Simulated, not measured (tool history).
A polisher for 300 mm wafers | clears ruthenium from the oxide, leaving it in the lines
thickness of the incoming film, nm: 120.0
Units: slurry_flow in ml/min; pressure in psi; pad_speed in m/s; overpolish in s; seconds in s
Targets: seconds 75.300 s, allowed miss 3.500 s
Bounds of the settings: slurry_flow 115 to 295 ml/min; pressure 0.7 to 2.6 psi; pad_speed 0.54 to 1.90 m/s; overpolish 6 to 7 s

run,hour,slurry_flow,pressure,pad_speed,overpolish,seconds
1,0.0,190,1.6,1.22,7,113.840
2,6.4,190,1.7,1.22,7,110.270
3,9.3,190,1.8,1.22,7,106.900
4,14.1,190,1.9,1.22,7,101.230
5,20.3,190,1.7,1.22,7,106.360
6,23.7,190,1.7,1.22,7,109.850
7,28.2,190,1.8,1.22,7,104.640
8,30.6,190,1.9,1.22,7,100.920
9,37.7,190,2.0,1.22,7,95.639
10,43.0,190,2.1,1.22,7,95.961
11,45.9,190,2.2,1.24,7,91.379
12,53.9,190,2.2,1.24,7,88.661
13,54.5,190,2.5,1.26,7,80.282

5 next moves are on the table. One of them brings every result within its allowed miss. Which?
A,55.1,195,2.2,1.30,7,?
B,55.1,180,2.6,1.32,7,?
C,55.1,200,2.4,1.24,7,?
D,55.1,225,2.4,1.20,7,?
E,55.1,165,2.4,1.30,6,?

move,seconds
A,85.798
B,74.920
C,83.805
D,85.494
E,81.739
A: further off than the last run
B: meets every target
C: further off than the last run
D: further off than the last run
E: further off than the last run
The right move is B.
